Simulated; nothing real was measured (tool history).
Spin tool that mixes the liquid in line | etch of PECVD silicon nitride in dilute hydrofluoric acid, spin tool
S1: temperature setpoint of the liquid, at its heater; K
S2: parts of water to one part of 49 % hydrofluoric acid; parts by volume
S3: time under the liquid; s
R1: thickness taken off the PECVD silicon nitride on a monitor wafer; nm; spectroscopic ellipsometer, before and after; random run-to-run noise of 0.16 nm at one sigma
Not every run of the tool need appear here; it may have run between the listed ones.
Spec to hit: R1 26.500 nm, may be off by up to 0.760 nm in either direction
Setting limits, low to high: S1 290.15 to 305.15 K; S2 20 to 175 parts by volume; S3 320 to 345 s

Run 1, hour 0.0: S1 297.15 K, S2 95 parts by volume, S3 320 s. Result: R1 16.290 nm.
Run 2, hour 7.2: S1 299.15 K, S2 95 parts by volume, S3 320 s. Result: R1 18.732 nm.
Run 3, hour 14.6: S1 299.15 K, S2 95 parts by volume, S3 345 s. Result: R1 20.154 nm.
Run 4, hour 17.7: S1 299.15 K, S2 95 parts by volume, S3 320 s. Result: R1 18.657 nm.
Run 5, hour 19.4: S1 300.65 K, S2 95 parts by volume, S3 320 s. Result: R1 20.494 nm.
Run 6, hour 24.3: S1 300.65 K, S2 95 parts by volume, S3 345 s. Result: R1 22.050 nm.
Run 7, hour 25.9: S1 301.65 K, S2 95 parts by volume, S3 345 s. Result: R1 23.462 nm.
Run 8, hour 27.2: S1 302.15 K, S2 95 parts by volume, S3 345 s. Result: R1 24.026 nm.
Run 9, hour 31.7: S1 302.65 K, S2 95 parts by volume, S3 345 s. Result: R1 25.253 nm.

Which one of the following 4 next-run settings gets every result inside its allowed miss? There is exactly one.
Run A, hour 36.2: S1 300.65 K, S2 80 parts by volume, S3 345 s. Result: R1 ?.
Run B, hour 36.2: S1 299.15 K, S2 65 parts by volume, S3 330 s. Result: R1 ?.
Run C, hour 36.2: S1 303.65 K, S2 85 parts by volume, S3 330 s. Result: R1 ?.
Run D, hour 36.2: S1 301.65 K, S2 80 parts by volume, S3 345 s. Result: R1 ?.

move      R1
   A  26.138
   B  27.854
   C  28.484
   D  27.873
A: all results land within tolerance of their targets
B: the result that was furthest off in the last run now lies on the other side of its target
C: the result that was furthest off in the last run now lies on the other side of its target
D: the result that was furthest off in the last run now lies on the other side of its target
The right move is A.

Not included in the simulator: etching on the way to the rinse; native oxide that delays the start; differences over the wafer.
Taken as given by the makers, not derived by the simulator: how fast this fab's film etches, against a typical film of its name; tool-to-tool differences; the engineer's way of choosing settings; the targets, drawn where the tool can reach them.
